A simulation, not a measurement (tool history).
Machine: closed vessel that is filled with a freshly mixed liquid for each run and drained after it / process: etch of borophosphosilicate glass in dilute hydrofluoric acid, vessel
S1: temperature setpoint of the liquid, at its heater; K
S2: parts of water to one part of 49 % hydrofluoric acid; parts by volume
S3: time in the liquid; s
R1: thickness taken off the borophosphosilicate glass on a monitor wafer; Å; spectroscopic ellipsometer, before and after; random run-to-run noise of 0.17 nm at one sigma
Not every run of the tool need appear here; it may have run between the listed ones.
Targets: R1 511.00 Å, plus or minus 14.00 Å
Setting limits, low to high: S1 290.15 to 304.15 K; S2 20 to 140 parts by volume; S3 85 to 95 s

run	hour	S1	S2	S3	R1
1	0.0	296.15	75	85	635.02
2	1.7	296.15	75	95	710.97
3	6.2	295.15	75	95	686.02
4	14.3	294.15	75	95	660.12
5	20.7	294.15	65	95	765.50
6	27.4	293.65	70	95	694.58
7	33.5	293.15	70	95	678.23
8	39.8	292.65	70	95	661.55
9	44.1	292.15	70	95	650.62
10	48.1	291.65	70	95	634.76
11	54.3	291.15	70	95	621.84
12	62.7	290.65	75	95	567.63

Exactly one of the 4 candidate moves below puts every result within its allowed miss. Which one?
A	71.1	293.15	80	90	?
B	71.1	290.65	70	95	?
C	71.1	290.15	80	95	?
D	71.1	292.15	70	90	?

move	R1
A	558.33
B	612.98
C	519.34
D	618.95
A: nearer than the last run, and not there yet
B: moves away from the targets compared with the last run
C: every result within its allowed miss
D: moves away from the targets compared with the last run
The right move is C.
